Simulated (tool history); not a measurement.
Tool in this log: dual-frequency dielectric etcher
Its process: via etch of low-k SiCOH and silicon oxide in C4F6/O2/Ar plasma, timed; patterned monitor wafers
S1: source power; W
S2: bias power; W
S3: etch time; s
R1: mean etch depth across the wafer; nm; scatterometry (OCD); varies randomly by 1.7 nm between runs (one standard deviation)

run	hour	S1	S2	S3	R1
1	0	270	171	100	226.07
2	8.3	280	173	100	231.32
3	12.2	280	189	100	238.24
4	18.6	280	189	100	240
5	25.5	240	189	100	221.16
6	34.3	250	190	100	227.26
7	42.1	260	191	100	235.07
8	45.2	270	192	100	238.68
9	46.4	280	193	100	238.37
10	49	290	195	100	247.2
11	52.1	290	196	100	248.27

Expected results for the next run?
12	60.8	310	198	100	?

For run 12 the tool returned R1 258.37 nm.
